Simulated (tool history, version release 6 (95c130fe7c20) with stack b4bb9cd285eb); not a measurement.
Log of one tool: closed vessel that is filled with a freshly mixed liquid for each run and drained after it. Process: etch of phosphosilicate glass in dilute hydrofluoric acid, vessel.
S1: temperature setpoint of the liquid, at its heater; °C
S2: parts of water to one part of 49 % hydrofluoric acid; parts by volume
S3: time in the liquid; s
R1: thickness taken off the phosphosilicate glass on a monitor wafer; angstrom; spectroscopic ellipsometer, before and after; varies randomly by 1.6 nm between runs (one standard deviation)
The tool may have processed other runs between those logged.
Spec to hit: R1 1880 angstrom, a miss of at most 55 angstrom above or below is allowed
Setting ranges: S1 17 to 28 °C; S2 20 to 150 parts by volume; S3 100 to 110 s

run	hour	S1	S2	S3	R1
1	0	20	85	100	1097
2	3.8	21.5	80	100	1242.5
3	5.2	22.5	80	100	1293.3
4	7.8	22.5	80	110	1413.1
5	12.7	22.5	100	110	1097.6
6	20.5	22.5	100	110	1099.9
7	28.7	23.5	95	110	1216.5
8	30.5	24	90	110	1309.4
9	38.3	24.5	85	110	1435.9
10	42.1	25	85	110	1431.1
11	47.9	25.5	80	110	1611.9
12	54.8	26	80	110	1629.1
13	58.9	26.5	80	110	1664

5 next moves are on the table. One of them brings every result within its allowed miss. Which?
A	63	28	75	110	?
B	63	25	80	105	?
C	63	24.5	60	105	?
D	63	25	80	110	?
E	63	28	90	110	?

move	R1
A	1894.8
B	1496.3
C	2007.3
D	1567.6
E	1546.4
A: all results land within tolerance of their targets
B: misses by more than the last run did
C: pushes the last run's worst result past its target
D: misses by more than the last run did
E: misses by more than the last run did
A meets every target.
